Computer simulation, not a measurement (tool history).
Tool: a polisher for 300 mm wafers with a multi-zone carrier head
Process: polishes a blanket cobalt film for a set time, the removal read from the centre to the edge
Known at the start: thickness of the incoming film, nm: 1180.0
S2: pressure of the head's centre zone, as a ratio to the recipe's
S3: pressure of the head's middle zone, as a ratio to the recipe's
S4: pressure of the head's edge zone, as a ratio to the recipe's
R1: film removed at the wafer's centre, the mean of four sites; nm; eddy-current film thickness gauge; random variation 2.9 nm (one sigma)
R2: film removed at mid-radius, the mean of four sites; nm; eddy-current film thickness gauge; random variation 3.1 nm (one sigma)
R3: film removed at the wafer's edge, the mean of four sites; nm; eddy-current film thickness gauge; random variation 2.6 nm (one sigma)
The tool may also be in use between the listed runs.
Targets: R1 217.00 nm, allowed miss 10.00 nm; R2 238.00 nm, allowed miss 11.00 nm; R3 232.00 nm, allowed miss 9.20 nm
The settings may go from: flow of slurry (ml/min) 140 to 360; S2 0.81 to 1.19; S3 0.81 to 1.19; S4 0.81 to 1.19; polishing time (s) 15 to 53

{"run": 1, "hour": 0.0, "flow of slurry (ml/min)": 230, "S2": 1.0, "S3": 1.0, "S4": 1.0, "polishing time (s)": 34, "R1": 186.46, "R2": 178.35, "R3": 181.35}
{"run": 2, "hour": 2.5, "flow of slurry (ml/min)": 230, "S2": 1.0, "S3": 1.0, "S4": 1.08, "polishing time (s)": 34, "R1": 183.18, "R2": 175.13, "R3": 185.33}
{"run": 3, "hour": 3.6, "flow of slurry (ml/min)": 230, "S2": 1.0, "S3": 1.0, "S4": 1.13, "polishing time (s)": 34, "R1": 183.75, "R2": 175.02, "R3": 188.19}
{"run": 4, "hour": 11.8, "flow of slurry (ml/min)": 230, "S2": 1.0, "S3": 1.0, "S4": 1.13, "polishing time (s)": 37, "R1": 199.29, "R2": 189.78, "R3": 209.35}
{"run": 5, "hour": 19.3, "flow of slurry (ml/min)": 180, "S2": 1.0, "S3": 1.0, "S4": 1.13, "polishing time (s)": 37, "R1": 193.95, "R2": 183.4, "R3": 204.54}
{"run": 6, "hour": 22.3, "flow of slurry (ml/min)": 180, "S2": 1.0, "S3": 0.92, "S4": 1.13, "polishing time (s)": 37, "R1": 193.66, "R2": 176.18, "R3": 209.31}
{"run": 7, "hour": 30.2, "flow of slurry (ml/min)": 185, "S2": 0.99, "S3": 0.94, "S4": 1.12, "polishing time (s)": 38, "R1": 198.17, "R2": 183.91, "R3": 206.44}
{"run": 8, "hour": 34.7, "flow of slurry (ml/min)": 185, "S2": 0.9, "S3": 1.04, "S4": 1.18, "polishing time (s)": 45, "R1": 210.43, "R2": 235.62, "R3": 253.28}

Which of these 5 next moves meets every target?
{"run": "A", "hour": 39.2, "flow of slurry (ml/min)": 200, "S2": 0.94, "S3": 1.11, "S4": 1.05, "polishing time (s)": 44, "R1": "?", "R2": "?", "R3": "?"}
{"run": "B", "hour": 39.2, "flow of slurry (ml/min)": 295, "S2": 0.89, "S3": 1.19, "S4": 0.95, "polishing time (s)": 45, "R1": "?", "R2": "?", "R3": "?"}
{"run": "C", "hour": 39.2, "flow of slurry (ml/min)": 290, "S2": 0.88, "S3": 1.06, "S4": 1.18, "polishing time (s)": 43, "R1": "?", "R2": "?", "R3": "?"}
{"run": "D", "hour": 39.2, "flow of slurry (ml/min)": 140, "S2": 0.92, "S3": 1.05, "S4": 1.17, "polishing time (s)": 47, "R1": "?", "R2": "?", "R3": "?"}
{"run": "E", "hour": 39.2, "flow of slurry (ml/min)": 165, "S2": 0.98, "S3": 1.19, "S4": 1.06, "polishing time (s)": 49, "R1": "?", "R2": "?", "R3": "?"}

move=A R1=221.47 R2=239.03 R3=232.02
move=B R1=222.18 R2=264.03 R3=231.39
move=C R1=209.46 R2=233.96 R3=246.32
move=D R1=223.24 R2=238.76 R3=255.88
move=E R1=252.45 R2=273.61 R3=256.15
A: meets every target
B: brings the result that was furthest off to its target, and leaves another outside
C: nearer than the last run, and not there yet
D: further off than the last run
E: further off than the last run
The right move is A.

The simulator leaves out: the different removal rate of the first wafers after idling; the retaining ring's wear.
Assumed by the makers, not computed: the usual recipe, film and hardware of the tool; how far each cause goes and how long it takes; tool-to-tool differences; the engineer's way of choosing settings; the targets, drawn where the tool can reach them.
